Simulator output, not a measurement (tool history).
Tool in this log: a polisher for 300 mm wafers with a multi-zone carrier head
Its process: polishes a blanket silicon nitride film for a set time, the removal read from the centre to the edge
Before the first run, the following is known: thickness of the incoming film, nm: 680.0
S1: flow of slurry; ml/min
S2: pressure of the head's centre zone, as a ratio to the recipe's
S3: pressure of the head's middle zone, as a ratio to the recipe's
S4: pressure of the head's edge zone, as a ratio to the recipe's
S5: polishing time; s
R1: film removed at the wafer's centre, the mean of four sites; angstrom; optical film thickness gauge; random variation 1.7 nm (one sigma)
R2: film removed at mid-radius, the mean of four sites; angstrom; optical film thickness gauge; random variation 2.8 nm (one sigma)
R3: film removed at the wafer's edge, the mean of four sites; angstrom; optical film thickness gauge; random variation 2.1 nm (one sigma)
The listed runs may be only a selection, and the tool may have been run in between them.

| run | hour | S1 | S2 | S3 | S4 | S5 | R1 | R2 | R3 |
|---|---|---|---|---|---|---|---|---|---|
| 1 | 0 | 215 | 1 | 1 | 1 | 67 | 1978.6 | 1907.9 | 1981.1 |
| 2 | 3.1 | 165 | 1 | 1 | 1 | 67 | 1887.2 | 1851 | 1913.7 |
| 3 | 9.5 | 190 | 1 | 1 | 1 | 67 | 1951.2 | 1869.5 | 1954.8 |
| 4 | 17.6 | 210 | 1.04 | 1.02 | 1.01 | 68 | 2070.3 | 2041.4 | 2029.7 |
| 5 | 18.4 | 230 | 1.07 | 1 | 1 | 69 | 2216.2 | 2080.2 | 2098.3 |
| 6 | 20.8 | 245 | 1.09 | 0.99 | 0.99 | 69 | 2240.9 | 2051.2 | 2093.8 |
| 7 | 29.7 | 255 | 1.11 | 0.99 | 0.97 | 70 | 2359 | 2086 | 2079.4 |
| 8 | 30.2 | 255 | 1.11 | 0.99 | 0.97 | 70 | 2364.5 | 2082.6 | 2089.1 |
| 9 | 32.4 | 310 | 1.19 | 1.03 | 1.02 | 74 | 2741.9 | 2297.3 | 2285.6 |
| 10 | 36.7 | 310 | 1.19 | 1.03 | 1.01 | 74 | 2705 | 2329.5 | 2273.4 |

Run 11 has not been measured yet. What should we expect?
| 11 | 38.4 | 310 | 1.19 | 1.02 | 1 | 74 | ? | ? | ? |

{"run 11": {"R1": 2716.9, "R2": 2326.8, "R3": 2303.7}}
